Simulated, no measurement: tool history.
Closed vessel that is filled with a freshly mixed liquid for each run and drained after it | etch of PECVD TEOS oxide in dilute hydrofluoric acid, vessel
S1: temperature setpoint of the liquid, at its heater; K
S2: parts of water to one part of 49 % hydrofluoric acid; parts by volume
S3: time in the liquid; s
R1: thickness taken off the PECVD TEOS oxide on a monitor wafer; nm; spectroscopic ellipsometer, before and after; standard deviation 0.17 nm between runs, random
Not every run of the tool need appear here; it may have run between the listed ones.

Run 1, hour 0: S1 299.15 K, S2 180 parts by volume, S3 775 s. Result: R1 53.286 nm.
Run 2, hour 6.4: S1 299.15 K, S2 180 parts by volume, S3 775 s. Result: R1 52.732 nm.
Run 3, hour 14.9: S1 296.65 K, S2 180 parts by volume, S3 775 s. Result: R1 48.567 nm.
Run 4, hour 22.6: S1 295.65 K, S2 180 parts by volume, S3 775 s. Result: R1 46.606 nm.
Run 5, hour 24.7: S1 295.65 K, S2 180 parts by volume, S3 775 s. Result: R1 46.964 nm.
Run 6, hour 30: S1 295.65 K, S2 180 parts by volume, S3 775 s. Result: R1 47.098 nm.
Run 7, hour 37.1: S1 294.65 K, S2 180 parts by volume, S3 775 s. Result: R1 45.18 nm.

Run 8, settings as shown, results not yet in. Your forecast:
Run 8, hour 42.5: S1 294.15 K, S2 180 parts by volume, S3 775 s. Result: R1 ?.

Logged for run 8: R1 44.009 nm.
